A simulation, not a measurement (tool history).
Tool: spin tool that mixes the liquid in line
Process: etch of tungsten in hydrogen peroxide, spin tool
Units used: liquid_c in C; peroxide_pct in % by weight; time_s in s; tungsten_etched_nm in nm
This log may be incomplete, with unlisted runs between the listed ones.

run,hour,liquid_c,peroxide_pct,time_s,tungsten_etched_nm
1,0,55,20,15,36.213
2,7.5,55,20,15,36.469
3,11.1,56,20,15,38.775
4,12.7,50.5,20,15,27.525
5,16.2,54.5,20,15,35.06
6,17.8,61.5,20,15,53.212

Run 7 has not been measured yet. What should we expect?
7,18.5,61,20,15,?

Run 7 measured tungsten_etched_nm 51.749 nm.

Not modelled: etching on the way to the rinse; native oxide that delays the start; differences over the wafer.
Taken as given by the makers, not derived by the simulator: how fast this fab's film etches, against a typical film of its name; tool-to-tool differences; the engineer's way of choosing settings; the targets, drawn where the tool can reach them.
